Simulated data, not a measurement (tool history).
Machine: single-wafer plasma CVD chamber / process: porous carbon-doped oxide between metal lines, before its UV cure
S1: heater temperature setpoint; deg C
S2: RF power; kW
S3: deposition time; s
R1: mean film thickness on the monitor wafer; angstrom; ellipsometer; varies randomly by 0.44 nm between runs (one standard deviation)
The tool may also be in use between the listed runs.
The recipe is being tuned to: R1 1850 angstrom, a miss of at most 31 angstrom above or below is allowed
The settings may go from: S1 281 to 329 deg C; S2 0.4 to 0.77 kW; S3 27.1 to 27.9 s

run 1 hour=0 | S1=305 S2=0.585 S3=27.1 | R1=1702.7
run 2 hour=8.1 | S1=305 S2=0.515 S3=27.1 | R1=1579.8
run 3 hour=9.8 | S1=305 S2=0.515 S3=27.1 | R1=1582.2
run 4 hour=14.7 | S1=297 S2=0.515 S3=27.1 | R1=1659.8
run 5 hour=19.4 | S1=294 S2=0.52 S3=27.1 | R1=1697.7
run 6 hour=21 | S1=294 S2=0.44 S3=27.1 | R1=1537.5
run 7 hour=25 | S1=292 S2=0.46 S3=27.1 | R1=1595.5
run 8 hour=30.1 | S1=290 S2=0.475 S3=27.1 | R1=1648.2
run 9 hour=35.5 | S1=288 S2=0.485 S3=27.1 | R1=1687.5
run 10 hour=40.8 | S1=287 S2=0.495 S3=27.1 | R1=1716.7
run 11 hour=41.8 | S1=286 S2=0.5 S3=27.1 | R1=1742.3
run 12 hour=49.5 | S1=285 S2=0.505 S3=27.1 | R1=1760
run 13 hour=51.2 | S1=284 S2=0.51 S3=27.1 | R1=1777.5

Pick the move, out of 5, that brings all results within their allowed miss; only one does.
run A hour=52.9 | S1=282 S2=0.5 S3=27.1 | R1=?
run B hour=52.9 | S1=287 S2=0.53 S3=27.9 | R1=?
run C hour=52.9 | S1=284 S2=0.495 S3=27.3 | R1=?
run D hour=52.9 | S1=281 S2=0.475 S3=27.9 | R1=?
run E hour=52.9 | S1=284 S2=0.545 S3=27.9 | R1=?

move=A R1=1788
move=B R1=1843
move=C R1=1767.8
move=D R1=1796.8
move=E R1=1908.8
A: moves toward the targets from the last run without getting all of them in spec
B: every result lands within tolerance
C: its largest miss is bigger than the last run's
D: moves toward the targets from the last run without getting all of them in spec
E: the result that was furthest off in the last run now lies on the other side of its target
The move that meets every target is B.

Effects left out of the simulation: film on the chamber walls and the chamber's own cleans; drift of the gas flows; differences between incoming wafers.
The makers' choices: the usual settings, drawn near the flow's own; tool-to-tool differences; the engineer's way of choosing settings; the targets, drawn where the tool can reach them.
